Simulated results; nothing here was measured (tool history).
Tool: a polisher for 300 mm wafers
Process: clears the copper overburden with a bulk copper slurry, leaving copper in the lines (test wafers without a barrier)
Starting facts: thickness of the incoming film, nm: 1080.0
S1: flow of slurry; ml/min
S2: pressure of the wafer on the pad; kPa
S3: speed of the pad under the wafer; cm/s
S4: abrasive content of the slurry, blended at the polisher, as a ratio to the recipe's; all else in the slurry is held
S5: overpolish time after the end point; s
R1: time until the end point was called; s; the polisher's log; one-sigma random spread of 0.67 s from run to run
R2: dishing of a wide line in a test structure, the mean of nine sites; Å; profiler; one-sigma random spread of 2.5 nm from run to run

run  hour   S1    S2   S3  S4  S5      R1      R2
  1     0  200  19.3  106   1  30  103.43  950.59
  2   3.4  235  19.3  106   1  30   102.8  994.19
  3  11.8  205  19.3  106   1  30  105.55  950.35
  4    13  215  20.7  106   1  29  97.319  1010.9
  5  20.2  215  22.1  106   1  26  91.805  1019.9
  6  23.8  215  22.1   84   1  26  112.79  976.87
  7  32.5  210  24.1   86   1  22  103.03  923.01
  8  38.7  215  26.2   86   1  22  94.617   946.8
  9  43.9  220  27.6   86   1  24  89.649  1015.7
 10  49.5  220  28.3   88   1  24   85.13  1060.7
 11  51.4  220    29   88   1  23  83.953  1013.7
 12  59.9  220  29.6   88   1  24   82.03    1076

Forecast run 13:
 13  66.8  225  29.6  88   1  23   ?   ?

{"run 13": {"R1": 82.216, "R2": 1058.5}}

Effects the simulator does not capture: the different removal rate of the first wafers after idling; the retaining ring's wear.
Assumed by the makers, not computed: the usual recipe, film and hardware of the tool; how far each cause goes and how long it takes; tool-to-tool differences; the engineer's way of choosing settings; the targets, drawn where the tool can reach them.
